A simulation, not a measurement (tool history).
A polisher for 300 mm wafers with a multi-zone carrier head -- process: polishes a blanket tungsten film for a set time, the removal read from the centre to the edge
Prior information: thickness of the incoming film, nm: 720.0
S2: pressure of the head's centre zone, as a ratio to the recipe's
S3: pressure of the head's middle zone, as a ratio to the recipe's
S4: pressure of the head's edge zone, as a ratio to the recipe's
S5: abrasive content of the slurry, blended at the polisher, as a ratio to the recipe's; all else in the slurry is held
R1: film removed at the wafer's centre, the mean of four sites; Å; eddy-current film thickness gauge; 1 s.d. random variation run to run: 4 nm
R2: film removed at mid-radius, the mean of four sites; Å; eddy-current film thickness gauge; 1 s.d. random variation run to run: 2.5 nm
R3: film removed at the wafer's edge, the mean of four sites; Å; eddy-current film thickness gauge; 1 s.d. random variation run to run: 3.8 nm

{"run": 1, "day": 0.0, "flow of slurry (ml/min)": 250, "S2": 1, "S3": 1, "S4": 1, "S5": 1, "polishing time (s)": 51, "R1": 2234.5, "R2": 2187.3, "R3": 2140.8}
{"run": 2, "day": 0.208, "flow of slurry (ml/min)": 265, "S2": 1.04, "S3": 1.04, "S4": 1.01, "S5": 1.1, "polishing time (s)": 53, "R1": 2535.7, "R2": 2477.9, "R3": 2287.6}
{"run": 3, "day": 0.279, "flow of slurry (ml/min)": 265, "S2": 0.99, "S3": 1.04, "S4": 1.01, "S5": 1.1, "polishing time (s)": 53, "R1": 2376.9, "R2": 2433.2, "R3": 2286.8}
{"run": 4, "day": 0.646, "flow of slurry (ml/min)": 265, "S2": 0.99, "S3": 1.04, "S4": 1.09, "S5": 1.1, "polishing time (s)": 53, "R1": 2368.9, "R2": 2432.7, "R3": 2366.8}
{"run": 5, "day": 0.867, "flow of slurry (ml/min)": 265, "S2": 0.99, "S3": 1.04, "S4": 1.09, "S5": 1.1, "polishing time (s)": 59, "R1": 2623.6, "R2": 2703.6, "R3": 2633.9}
{"run": 6, "day": 0.971, "flow of slurry (ml/min)": 280, "S2": 1.04, "S3": 1.06, "S4": 1.1, "S5": 1.15, "polishing time (s)": 59, "R1": 2787.6, "R2": 2800.2, "R3": 2753.9}

The next listed run, before its measurement:
{"run": 7, "day": 1.262, "flow of slurry (ml/min)": 285, "S2": 1.08, "S3": 1.07, "S4": 1.06, "S5": 1.25, "polishing time (s)": 59, "R1": "?", "R2": "?", "R3": "?"}

R1: 2987.2 Å
R2: 2887.8 Å
R3: 2708.7 Å
